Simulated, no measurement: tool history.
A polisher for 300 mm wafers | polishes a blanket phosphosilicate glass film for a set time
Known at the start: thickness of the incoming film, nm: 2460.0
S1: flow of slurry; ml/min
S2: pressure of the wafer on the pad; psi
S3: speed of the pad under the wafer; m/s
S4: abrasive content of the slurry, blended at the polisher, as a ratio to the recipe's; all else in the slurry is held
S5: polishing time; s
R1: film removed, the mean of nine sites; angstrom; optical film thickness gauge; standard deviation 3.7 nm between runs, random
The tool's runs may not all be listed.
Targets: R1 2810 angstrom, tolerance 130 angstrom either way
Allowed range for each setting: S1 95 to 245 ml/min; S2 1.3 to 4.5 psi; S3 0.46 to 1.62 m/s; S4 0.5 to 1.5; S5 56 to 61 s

run  hour   S1   S2    S3  S4  S5      R1
  1     0  155  2.9  1.04   1  61  4491.7
  2   7.1  155  2.7  1.04   1  61  4217.5
  3    14  185  2.7  1.04   1  61  4252.2
  4    20  185  2.5  1.04   1  61  4003.9
  5  28.9  185  2.5  1.16   1  61  4320.6
  6  37.7  185  2.3  1.16   1  61    4021
  7  45.7  185  2.2  1.16   1  61  3922.1
  8  53.2  185  2.1  1.16   1  61  3643.5
  9  54.5  185    2  1.16   1  61    3497
 10    57  185  1.9  1.16   1  61  3454.8
 11  63.9  185  1.9  1.16   1  61  3441.5
 12  66.2  185  1.8  1.16   1  61  3118.9
 13  73.9  185  1.8  1.16   1  61  3121.6

Which single option among these 4 for the next run brings every result within its allowed miss of target? Just one does.
  A  81.6  145    2  0.94  1.15  56   ?
  B  81.6  175  1.5  1.14  1.15  56   ?
  C  81.6  185  1.6  1.14  0.95  56   ?
  D  81.6  225  1.4  1.14     1  61   ?

move      R1
   A  2794.2
   B  2565.1
   C  2512.3
   D  2541.6
A: every result lands within tolerance
B: carries the result that was furthest off beyond its target, to the other side
C: carries the result that was furthest off beyond its target, to the other side
D: carries the result that was furthest off beyond its target, to the other side
Go with A: it meets all targets.
